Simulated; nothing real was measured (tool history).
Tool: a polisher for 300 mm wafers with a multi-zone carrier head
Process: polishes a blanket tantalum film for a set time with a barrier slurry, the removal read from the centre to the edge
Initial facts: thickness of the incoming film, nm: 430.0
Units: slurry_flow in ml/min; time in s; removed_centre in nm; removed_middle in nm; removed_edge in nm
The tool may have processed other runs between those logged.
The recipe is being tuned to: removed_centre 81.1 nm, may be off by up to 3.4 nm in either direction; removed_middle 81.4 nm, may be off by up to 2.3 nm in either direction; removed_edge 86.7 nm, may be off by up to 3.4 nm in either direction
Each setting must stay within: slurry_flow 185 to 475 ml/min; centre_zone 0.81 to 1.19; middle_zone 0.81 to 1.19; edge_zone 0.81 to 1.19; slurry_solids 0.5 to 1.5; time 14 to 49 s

run  hour  slurry_flow  centre_zone  middle_zone  edge_zone  slurry_solids  time  removed_centre  removed_middle  removed_edge
  1     0          305            1            1          1              1    31          67.083          67.874        67.296
  2   6.1          305            1            1       1.02           1.05    31          69.522           68.89        69.851
  3   9.3          305            1         1.05       1.02           1.05    31          68.076          72.047        69.332
  4  11.9          305            1         1.05       1.02           1.05    28          61.364          65.488        61.841
  5  20.7          255            1         1.05       1.02           1.05    28          61.226          64.806        62.114
  6  28.4          310            1         1.05       1.02           1.05    28          60.936          65.488        63.378
  7  29.4          360         1.08         1.04       1.12            1.3    31          80.718          77.676        79.299
  8  36.4          360         1.08         1.04       1.13            1.3    31          79.481          77.069        79.751
  9    38          360         1.08         1.04       1.14            1.3    31          80.025          77.429         82.05
 10  42.2          365         1.08         1.06       1.17           1.35    31          83.208          79.383        81.881

Below are 4 possible settings for the next run. Only one of them brings all results inside the allowed miss of their targets. Which is it?
  A  46.4          400         1.02            1        1.1            1.5    35               ?               ?             ?
  B  46.4          330         1.06         1.07        1.1           1.25    31               ?               ?             ?
  C  46.4          375         1.02         1.03       1.16           1.25    33               ?               ?             ?
  D  46.4          355         1.15         1.08       1.16            1.3    30               ?               ?             ?

move  removed_centre  removed_middle  removed_edge
   A          92.103          89.126        91.271
   B          79.488          77.981        76.224
   C          82.329          81.376        83.895
   D          84.329          77.163        76.938
A: carries the result that was furthest off beyond its target, to the other side
B: lands further from the targets than the last run did
C: all results in spec
D: lands further from the targets than the last run did
The right move is C.
